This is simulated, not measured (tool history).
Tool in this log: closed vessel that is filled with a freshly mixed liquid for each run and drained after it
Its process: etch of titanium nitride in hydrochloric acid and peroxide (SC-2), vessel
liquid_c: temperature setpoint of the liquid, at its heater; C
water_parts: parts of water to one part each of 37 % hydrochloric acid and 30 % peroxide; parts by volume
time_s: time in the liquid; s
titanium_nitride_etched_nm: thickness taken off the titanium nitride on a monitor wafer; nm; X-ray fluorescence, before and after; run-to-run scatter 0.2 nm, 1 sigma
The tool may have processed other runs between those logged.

{"run": 1, "day": 0.0, "liquid_c": 51.0, "water_parts": 5.0, "time_s": 205, "titanium_nitride_etched_nm": 13.731}
{"run": 2, "day": 0.242, "liquid_c": 53.0, "water_parts": 5.0, "time_s": 205, "titanium_nitride_etched_nm": 15.7}
{"run": 3, "day": 0.458, "liquid_c": 54.5, "water_parts": 5.0, "time_s": 205, "titanium_nitride_etched_nm": 17.414}
{"run": 4, "day": 0.721, "liquid_c": 55.5, "water_parts": 5.0, "time_s": 205, "titanium_nitride_etched_nm": 18.517}
{"run": 5, "day": 0.896, "liquid_c": 56.0, "water_parts": 5.0, "time_s": 205, "titanium_nitride_etched_nm": 19.077}
{"run": 6, "day": 1.017, "liquid_c": 56.0, "water_parts": 5.0, "time_s": 115, "titanium_nitride_etched_nm": 10.69}
{"run": 7, "day": 1.096, "liquid_c": 58.5, "water_parts": 4.5, "time_s": 135, "titanium_nitride_etched_nm": 15.745}
{"run": 8, "day": 1.296, "liquid_c": 60.5, "water_parts": 4.5, "time_s": 135, "titanium_nitride_etched_nm": 17.913}

Run 9 comes next. What will it give?
{"run": 9, "day": 1.429, "liquid_c": 62.0, "water_parts": 4.5, "time_s": 135, "titanium_nitride_etched_nm": "?"}

titanium_nitride_etched_nm: 19.889 nm

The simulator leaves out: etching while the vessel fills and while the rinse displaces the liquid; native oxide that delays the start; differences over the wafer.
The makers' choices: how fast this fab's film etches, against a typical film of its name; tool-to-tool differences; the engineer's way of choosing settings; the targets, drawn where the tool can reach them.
